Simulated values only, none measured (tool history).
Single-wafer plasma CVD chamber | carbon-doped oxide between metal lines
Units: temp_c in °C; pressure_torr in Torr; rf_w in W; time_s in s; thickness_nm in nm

{"run": 1, "hour": 0.0, "temp_c": 355, "pressure_torr": 5.81, "rf_w": 565, "time_s": 8.02, "thickness_nm": 50.527}
{"run": 2, "hour": 8.7, "temp_c": 355, "pressure_torr": 5.81, "rf_w": 515, "time_s": 8.02, "thickness_nm": 46.965}
{"run": 3, "hour": 12.9, "temp_c": 348, "pressure_torr": 5.81, "rf_w": 515, "time_s": 8.02, "thickness_nm": 48.028}
{"run": 4, "hour": 20.6, "temp_c": 349, "pressure_torr": 5.7, "rf_w": 510, "time_s": 8.02, "thickness_nm": 47.734}
{"run": 5, "hour": 21.2, "temp_c": 349, "pressure_torr": 4.72, "rf_w": 510, "time_s": 8.02, "thickness_nm": 46.733}
{"run": 6, "hour": 29.5, "temp_c": 350, "pressure_torr": 4.65, "rf_w": 505, "time_s": 8.02, "thickness_nm": 46.259}
{"run": 7, "hour": 32.0, "temp_c": 351, "pressure_torr": 4.59, "rf_w": 500, "time_s": 8.02, "thickness_nm": 45.539}

Forecast run 8:
{"run": 8, "hour": 33.9, "temp_c": 352, "pressure_torr": 4.54, "rf_w": 500, "time_s": 8.02, "thickness_nm": "?"}

{"run 8": {"thickness_nm": 45.563}}
